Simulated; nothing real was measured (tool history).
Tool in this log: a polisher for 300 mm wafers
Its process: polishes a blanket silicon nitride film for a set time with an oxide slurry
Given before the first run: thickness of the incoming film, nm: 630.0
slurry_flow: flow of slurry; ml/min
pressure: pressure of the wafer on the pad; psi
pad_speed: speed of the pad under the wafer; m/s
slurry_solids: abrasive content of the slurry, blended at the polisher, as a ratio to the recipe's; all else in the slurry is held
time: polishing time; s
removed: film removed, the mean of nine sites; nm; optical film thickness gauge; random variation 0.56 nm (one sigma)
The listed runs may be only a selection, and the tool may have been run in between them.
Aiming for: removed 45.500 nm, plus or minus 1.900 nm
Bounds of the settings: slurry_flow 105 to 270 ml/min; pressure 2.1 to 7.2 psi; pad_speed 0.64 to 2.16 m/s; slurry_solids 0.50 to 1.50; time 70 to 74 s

run,day,slurry_flow,pressure,pad_speed,slurry_solids,time,removed
1,0.000,175,4.6,1.40,1.00,70,75.764
2,0.108,175,4.1,1.38,1.00,70,68.298
3,0.417,175,4.1,1.38,0.90,70,67.162
4,0.750,190,4.1,1.38,0.90,70,65.757
5,0.842,190,3.7,1.36,0.90,70,58.685
6,1.033,190,3.5,1.36,0.90,70,57.712
7,1.338,190,3.2,1.36,0.90,70,52.624
8,1.500,190,3.1,1.36,0.90,70,51.295
9,1.779,190,3.0,1.36,0.90,70,48.930

Of the 4 settings listed for the next run, only one would bring every result within its allowed miss of target. Which one?
A,2.058,245,2.4,1.50,0.85,73,?
B,2.058,180,2.4,1.68,1.15,70,?
C,2.058,170,3.5,1.32,0.85,74,?
D,2.058,180,3.0,1.46,1.15,70,?

move,removed
A,44.189
B,50.303
C,54.455
D,55.195
A: hits every target within its allowed miss
B: its largest miss is bigger than the last run's
C: its largest miss is bigger than the last run's
D: its largest miss is bigger than the last run's
Move A is the one to make.
